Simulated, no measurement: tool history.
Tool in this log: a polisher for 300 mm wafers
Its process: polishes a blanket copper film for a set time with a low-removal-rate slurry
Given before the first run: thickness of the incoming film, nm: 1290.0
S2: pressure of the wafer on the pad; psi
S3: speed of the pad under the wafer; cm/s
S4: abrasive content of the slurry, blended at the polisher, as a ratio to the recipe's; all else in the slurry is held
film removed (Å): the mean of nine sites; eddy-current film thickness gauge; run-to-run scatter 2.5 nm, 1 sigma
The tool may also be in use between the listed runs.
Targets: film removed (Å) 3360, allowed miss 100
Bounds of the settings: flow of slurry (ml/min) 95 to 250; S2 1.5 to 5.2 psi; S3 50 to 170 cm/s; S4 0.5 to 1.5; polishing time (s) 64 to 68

Run 1, hour 0: flow of slurry (ml/min) 160, S2 3.3 psi, S3 110 cm/s, S4 1, polishing time (s) 64. Result: film removed (Å) 1941.1.
Run 2, hour 2: flow of slurry (ml/min) 160, S2 3.3 psi, S3 110 cm/s, S4 1.1, polishing time (s) 64. Result: film removed (Å) 1994.4.
Run 3, hour 7.5: flow of slurry (ml/min) 165, S2 3.7 psi, S3 110 cm/s, S4 1.1, polishing time (s) 64. Result: film removed (Å) 2236.4.
Run 4, hour 11.4: flow of slurry (ml/min) 165, S2 4.5 psi, S3 110 cm/s, S4 1.1, polishing time (s) 64. Result: film removed (Å) 2715.4.
Run 5, hour 12.1: flow of slurry (ml/min) 165, S2 4.5 psi, S3 98 cm/s, S4 1.1, polishing time (s) 64. Result: film removed (Å) 2400.9.
Run 6, hour 18.5: flow of slurry (ml/min) 170, S2 4.7 psi, S3 100 cm/s, S4 1.1, polishing time (s) 64. Result: film removed (Å) 2575.9.
Run 7, hour 20.1: flow of slurry (ml/min) 170, S2 4.8 psi, S3 104 cm/s, S4 1.1, polishing time (s) 64. Result: film removed (Å) 2719.3.
Run 8, hour 26: flow of slurry (ml/min) 170, S2 4.9 psi, S3 106 cm/s, S4 1.1, polishing time (s) 64. Result: film removed (Å) 2822.1.

Of the 4 settings listed for the next run, only one would bring every result within its allowed miss of target. Which one?
Run A, hour 31.9: flow of slurry (ml/min) 160, S2 4.4 psi, S3 132 cm/s, S4 1.1, polishing time (s) 68. Result: film removed (Å) ?.
Run B, hour 31.9: flow of slurry (ml/min) 205, S2 5 psi, S3 106 cm/s, S4 1, polishing time (s) 68. Result: film removed (Å) ?.
Run C, hour 31.9: flow of slurry (ml/min) 170, S2 5.1 psi, S3 106 cm/s, S4 1.1, polishing time (s) 68. Result: film removed (Å) ?.
Run D, hour 31.9: flow of slurry (ml/min) 135, S2 4.3 psi, S3 104 cm/s, S4 1.15, polishing time (s) 64. Result: film removed (Å) ?.

move  film removed (Å)
   A            3351.6
   B            3103.5
   C            3157.8
   D            2399.3
A: in spec on every target
B: an improvement on the last run, though not all results are within tolerance
C: an improvement on the last run, though not all results are within tolerance
D: the biggest miss grows against the last run
Go with A: it meets all targets.

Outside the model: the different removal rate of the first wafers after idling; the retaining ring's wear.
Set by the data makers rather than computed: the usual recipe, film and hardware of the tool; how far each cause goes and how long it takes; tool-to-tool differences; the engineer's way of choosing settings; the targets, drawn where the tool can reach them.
